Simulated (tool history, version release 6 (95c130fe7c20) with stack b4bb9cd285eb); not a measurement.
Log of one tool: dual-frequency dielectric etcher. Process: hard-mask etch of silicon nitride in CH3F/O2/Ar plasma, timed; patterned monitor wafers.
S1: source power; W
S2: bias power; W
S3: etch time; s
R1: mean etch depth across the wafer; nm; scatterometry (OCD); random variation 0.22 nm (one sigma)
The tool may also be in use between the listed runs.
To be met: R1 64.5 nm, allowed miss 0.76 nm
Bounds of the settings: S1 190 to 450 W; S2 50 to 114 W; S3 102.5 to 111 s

Run 1, hour 0: S1 320 W, S2 82 W, S3 111 s. Result: R1 71.039 nm.
Run 2, hour 5.1: S1 280 W, S2 82 W, S3 111 s. Result: R1 68.92 nm.
Run 3, hour 7.8: S1 270 W, S2 82 W, S3 111 s. Result: R1 68.102 nm.
Run 4, hour 15: S1 320 W, S2 82 W, S3 111 s. Result: R1 70.944 nm.
Run 5, hour 16.7: S1 320 W, S2 94 W, S3 111 s. Result: R1 74.932 nm.
Run 6, hour 18.3: S1 300 W, S2 92 W, S3 111 s. Result: R1 72.604 nm.
Run 7, hour 25.1: S1 290 W, S2 91 W, S3 111 s. Result: R1 71.897 nm.
Run 8, hour 30.3: S1 280 W, S2 90 W, S3 111 s. Result: R1 71.272 nm.
Run 9, hour 36.1: S1 270 W, S2 89 W, S3 111 s. Result: R1 70.257 nm.
Run 10, hour 36.8: S1 210 W, S2 87 W, S3 111 s. Result: R1 65.938 nm.

4 next moves are on the table. One of them brings every result within its allowed miss. Which?
Run A, hour 37.5: S1 210 W, S2 88 W, S3 111 s. Result: R1 ?.
Run B, hour 37.5: S1 210 W, S2 85 W, S3 109 s. Result: R1 ?.
Run C, hour 37.5: S1 220 W, S2 102 W, S3 105.5 s. Result: R1 ?.
Run D, hour 37.5: S1 230 W, S2 90 W, S3 111 s. Result: R1 ?.

move      R1
   A  66.155
   B   64.21
   C  66.796
   D   67.96
A: further off than the last run
B: meets every target
C: further off than the last run
D: further off than the last run
Move B is the one to make.

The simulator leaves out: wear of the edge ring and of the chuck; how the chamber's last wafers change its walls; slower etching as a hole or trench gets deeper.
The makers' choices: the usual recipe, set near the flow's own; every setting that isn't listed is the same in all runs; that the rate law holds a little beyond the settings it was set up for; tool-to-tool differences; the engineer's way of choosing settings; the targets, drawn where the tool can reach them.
